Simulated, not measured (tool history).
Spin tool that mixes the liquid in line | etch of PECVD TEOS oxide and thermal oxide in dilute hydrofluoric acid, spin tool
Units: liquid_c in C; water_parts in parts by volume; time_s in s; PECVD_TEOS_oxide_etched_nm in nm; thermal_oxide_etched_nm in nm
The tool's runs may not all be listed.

run	hour	liquid_c	water_parts	time_s	PECVD_TEOS_oxide_etched_nm	thermal_oxide_etched_nm
1	0.0	22.0	170	180	7.6425	4.28360
2	0.7	20.5	210	150	4.6362	2.63380
3	4.9	21.5	210	150	4.8174	2.72440
4	13.6	20.0	240	130	3.3572	1.90560
5	17.2	20.0	240	65	1.6886	0.95095
6	20.1	20.0	240	90	2.3338	1.29790
7	28.6	19.0	260	90	2.0283	1.15360

The next listed run, before its measurement:
8	35.3	19.0	275	85	?	?

PECVD_TEOS_oxide_etched_nm: 1.7844 nm
thermal_oxide_etched_nm: 1.01690 nm

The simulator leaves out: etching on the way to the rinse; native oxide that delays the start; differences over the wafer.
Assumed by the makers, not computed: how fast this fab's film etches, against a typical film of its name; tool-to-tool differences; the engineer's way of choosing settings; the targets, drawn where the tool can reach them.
